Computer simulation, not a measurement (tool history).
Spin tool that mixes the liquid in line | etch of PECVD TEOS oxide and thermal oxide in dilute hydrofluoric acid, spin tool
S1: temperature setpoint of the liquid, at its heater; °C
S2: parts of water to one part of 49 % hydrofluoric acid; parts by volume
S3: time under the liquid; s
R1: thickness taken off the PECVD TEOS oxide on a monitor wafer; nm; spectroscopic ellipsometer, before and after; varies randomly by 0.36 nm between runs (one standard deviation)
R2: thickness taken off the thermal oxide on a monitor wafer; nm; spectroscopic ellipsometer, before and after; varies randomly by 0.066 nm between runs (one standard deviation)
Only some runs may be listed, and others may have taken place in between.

{"run": 1, "hour": 0.0, "S1": 22, "S2": 50, "S3": 35, "R1": 15.67, "R2": 3.4295}
{"run": 2, "hour": 3.6, "S1": 23, "S2": 45, "S3": 35, "R1": 18.358, "R2": 3.9377}
{"run": 3, "hour": 7.9, "S1": 23, "S2": 45, "S3": 45, "R1": 23.442, "R2": 5.0715}
{"run": 4, "hour": 9.8, "S1": 23.5, "S2": 45, "S3": 45, "R1": 24.036, "R2": 5.1543}
{"run": 5, "hour": 12.7, "S1": 24, "S2": 45, "S3": 45, "R1": 24.244, "R2": 5.3386}
{"run": 6, "hour": 15.8, "S1": 23, "S2": 45, "S3": 45, "R1": 23.448, "R2": 5.129}
{"run": 7, "hour": 24.5, "S1": 27, "S2": 25, "S3": 45, "R1": 52.062, "R2": 11.039}

Expected results for the next run?
{"run": 8, "hour": 27.3, "S1": 23.5, "S2": 25, "S3": 45, "R1": "?", "R2": "?"}

R1: 43.994 nm
R2: 9.6442 nm
